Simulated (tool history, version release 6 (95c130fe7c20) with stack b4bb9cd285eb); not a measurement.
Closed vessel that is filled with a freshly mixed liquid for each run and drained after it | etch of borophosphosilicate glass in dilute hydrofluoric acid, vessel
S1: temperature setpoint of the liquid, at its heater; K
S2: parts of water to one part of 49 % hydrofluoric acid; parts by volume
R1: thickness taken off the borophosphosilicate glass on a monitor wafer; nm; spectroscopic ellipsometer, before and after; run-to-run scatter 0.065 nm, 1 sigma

{"run": 1, "hour": 0.0, "S1": 298.15, "S2": 260, "time in the liquid (s)": 30, "R1": 4.824}
{"run": 2, "hour": 3.9, "S1": 298.15, "S2": 205, "time in the liquid (s)": 30, "R1": 6.4604}
{"run": 3, "hour": 12.8, "S1": 300.65, "S2": 195, "time in the liquid (s)": 30, "R1": 7.5189}
{"run": 4, "hour": 19.2, "S1": 302.15, "S2": 190, "time in the liquid (s)": 30, "R1": 8.1163}
{"run": 5, "hour": 24.8, "S1": 303.15, "S2": 185, "time in the liquid (s)": 30, "R1": 8.9115}
{"run": 6, "hour": 28.1, "S1": 303.15, "S2": 130, "time in the liquid (s)": 30, "R1": 13.372}
{"run": 7, "hour": 30.2, "S1": 299.15, "S2": 135, "time in the liquid (s)": 30, "R1": 11.074}
{"run": 8, "hour": 31.6, "S1": 298.15, "S2": 135, "time in the liquid (s)": 30, "R1": 10.588}

Run 9 comes next. What will it give?
{"run": 9, "hour": 33.5, "S1": 297.65, "S2": 135, "time in the liquid (s)": 30, "R1": "?"}

Run 9 produced R1 10.3810 nm.
